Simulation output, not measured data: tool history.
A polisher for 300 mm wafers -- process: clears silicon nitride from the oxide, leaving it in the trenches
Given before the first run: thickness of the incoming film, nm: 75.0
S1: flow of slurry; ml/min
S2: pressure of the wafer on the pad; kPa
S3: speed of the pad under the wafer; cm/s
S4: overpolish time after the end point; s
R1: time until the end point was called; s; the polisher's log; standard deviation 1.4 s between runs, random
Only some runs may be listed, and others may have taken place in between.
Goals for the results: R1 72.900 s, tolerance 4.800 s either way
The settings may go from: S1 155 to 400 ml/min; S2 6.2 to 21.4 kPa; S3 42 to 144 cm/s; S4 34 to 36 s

run,hour,S1,S2,S3,S4,R1
1,0.0,255,13.8,92,34,131.900
2,3.5,255,15.2,94,34,116.760
3,10.4,255,15.2,76,34,141.670
4,13.4,255,15.2,64,34,163.770
5,20.3,255,18.6,64,34,141.000
6,22.4,205,18.6,64,34,139.480
7,29.7,205,19.3,74,34,120.010
8,36.9,205,20.0,82,34,103.330
9,38.2,205,20.0,86,34,101.070
10,44.7,205,20.0,86,34,96.292
11,50.4,205,20.0,90,34,95.187
12,56.2,205,20.0,94,34,90.506
13,59.6,205,20.0,94,34,87.644
14,62.0,205,20.0,96,34,90.025
15,68.1,205,20.0,98,34,87.776
16,75.1,205,20.0,100,34,85.432
17,83.8,205,20.0,102,34,82.694
18,86.7,205,20.0,104,34,82.891
19,91.5,205,20.0,106,34,79.437
20,96.1,205,20.7,106,34,77.370

Exactly one of the 4 candidate moves below puts every result within its allowed miss. Which one?
A,100.7,180,17.9,116,34,?
B,100.7,155,21.4,96,36,?
C,100.7,155,20.0,106,36,?
D,100.7,160,21.4,112,34,?

move,R1
A,83.239
B,86.688
C,84.039
D,74.128
A: its largest miss is bigger than the last run's
B: its largest miss is bigger than the last run's
C: its largest miss is bigger than the last run's
D: all results in spec
The move that meets every target is D.
